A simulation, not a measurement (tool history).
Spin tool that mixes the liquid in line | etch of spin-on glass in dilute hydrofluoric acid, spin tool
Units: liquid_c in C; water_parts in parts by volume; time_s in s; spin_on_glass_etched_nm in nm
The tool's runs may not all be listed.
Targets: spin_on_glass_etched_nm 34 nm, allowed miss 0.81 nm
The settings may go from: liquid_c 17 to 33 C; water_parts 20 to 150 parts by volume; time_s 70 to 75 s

run	hour	liquid_c	water_parts	time_s	spin_on_glass_etched_nm
1	0	25	85	70	20.524
2	5.1	25	85	70	20.866
3	7.1	22	85	70	18.409
4	13.2	22	65	70	24.625
5	20.9	23.5	65	70	26.256
6	26.1	23.5	65	70	26.373
7	27.2	24.5	65	70	27.19
8	34	25.5	65	70	28.224
9	37.7	26.5	65	70	29.555
10	45.3	27	65	70	30.548
11	50.7	27.5	65	70	30.898
12	53.1	28	65	70	31.382

5 next moves are on the table. One of them brings every result within its allowed miss. Which?
A	55.5	26.5	60	70	?
B	55.5	26.5	65	70	?
C	55.5	26	65	70	?
D	55.5	26	60	75	?
E	55.5	24.5	60	75	?

move	spin_on_glass_etched_nm
A	32.072
B	29.401
C	28.82
D	33.681
E	31.7
A: nearer than the last run, and not there yet
B: further off than the last run
C: further off than the last run
D: meets every target
E: nearer than the last run, and not there yet
Answer: D
